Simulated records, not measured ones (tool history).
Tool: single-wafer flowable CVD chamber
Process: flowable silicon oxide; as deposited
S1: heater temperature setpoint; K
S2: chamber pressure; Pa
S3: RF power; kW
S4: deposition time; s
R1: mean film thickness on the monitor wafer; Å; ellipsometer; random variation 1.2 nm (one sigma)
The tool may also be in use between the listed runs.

{"run": 1, "hour": 0.0, "S1": 373.15, "S2": 148, "S3": 2.475, "S4": 546, "R1": 4723.2}
{"run": 2, "hour": 3.5, "S1": 367.15, "S2": 148, "S3": 2.475, "S4": 546, "R1": 5664.9}
{"run": 3, "hour": 4.3, "S1": 367.15, "S2": 148, "S3": 2.19, "S4": 546, "R1": 5574.8}
{"run": 4, "hour": 6.6, "S1": 370.15, "S2": 148, "S3": 2.19, "S4": 546, "R1": 5067}
{"run": 5, "hour": 15.4, "S1": 370.15, "S2": 148, "S3": 1.905, "S4": 546, "R1": 4988.4}
{"run": 6, "hour": 21.2, "S1": 370.15, "S2": 148, "S3": 1.685, "S4": 546, "R1": 4855.3}

Forecast run 7:
{"run": 7, "hour": 28.4, "S1": 372.15, "S2": 148, "S3": 1.685, "S4": 546, "R1": "?"}

Run 7 gave R1 4550.7 Å.
